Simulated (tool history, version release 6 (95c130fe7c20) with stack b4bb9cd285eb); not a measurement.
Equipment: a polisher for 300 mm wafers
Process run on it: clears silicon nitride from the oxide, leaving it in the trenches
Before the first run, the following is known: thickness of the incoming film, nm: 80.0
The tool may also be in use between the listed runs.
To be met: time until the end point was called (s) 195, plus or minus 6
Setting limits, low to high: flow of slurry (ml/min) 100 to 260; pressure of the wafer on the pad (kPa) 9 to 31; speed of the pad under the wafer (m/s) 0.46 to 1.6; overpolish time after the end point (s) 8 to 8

run,hour,flow of slurry (ml/min),pressure of the wafer on the pad (kPa),speed of the pad under the wafer (m/s),overpolish time after the end point (s),time until the end point was called (s)
1,0,165,20,1.02,8,78.112
2,2.9,165,16.5,1.02,8,92.998
3,8.7,165,16.5,1.24,8,77.149
4,17,165,19.3,1.24,8,68.649
5,25.6,165,14.5,1.24,8,89.032
6,29.5,165,14.5,1.36,8,81.538
7,38.6,155,13.1,1.14,8,108.08
8,40.9,140,11.7,1.06,8,128.64
9,42.4,115,9,0.78,8,229.29
10,47.1,130,9,0.78,8,222.39
11,55.3,145,9,0.78,8,218.53
12,63.8,190,11,0.78,8,170.83
13,71.4,175,11,0.78,8,175.84
14,80,165,11,0.78,8,175.49
15,81.5,155,11,0.78,8,177.11

4 candidate next runs follow, results not yet known. Just one meets every target within its allowed miss. Identify it.
A,83,120,15.2,0.62,8,?
B,83,130,9,0.82,8,?
C,83,170,11,0.76,8,?
D,83,140,11,0.72,8,?

move,time until the end point was called (s)
A,174.06
B,209.15
C,177.92
D,194.3
A: moves away from the targets compared with the last run
B: moves the result that the last run missed by most past its target, out the other side
C: roughly where the last run was
D: all results land within tolerance of their targets
Go with D: it meets all targets.
